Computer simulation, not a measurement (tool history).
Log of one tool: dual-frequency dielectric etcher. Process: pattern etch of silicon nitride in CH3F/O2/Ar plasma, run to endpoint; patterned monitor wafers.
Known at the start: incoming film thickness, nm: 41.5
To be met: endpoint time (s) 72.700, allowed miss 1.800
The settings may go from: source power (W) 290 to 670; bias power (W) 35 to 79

run  hour  source power (W)  bias power (W)  endpoint time (s)
  1   0.0               480              57             57.189
  2   6.2               420              57             61.842
  3  15.1               400              56             63.747
  4  15.6               400              46             68.108
  5  23.8               400              42             69.927
  6  25.5               400              50             66.887
  7  34.1               390              50             66.702
     38.5  -- source power generator calibrated
  8  38.5               290              43             84.844
  9  43.3               300              43             82.279
 10  48.1               310              43             81.725

4 next moves are on the table. One of them brings every result within its allowed miss. Which?
  A  52.9               290              35                  ?
  B  52.9               390              42                  ?
  C  52.9               390              52                  ?
  D  52.9               320              35                  ?

move  endpoint time (s)
   A             92.661
   B             73.535
   C             68.103
   D             87.449
A: further off than the last run
B: meets every target
C: takes the result that was furthest off past its target
D: further off than the last run
The right move is B.
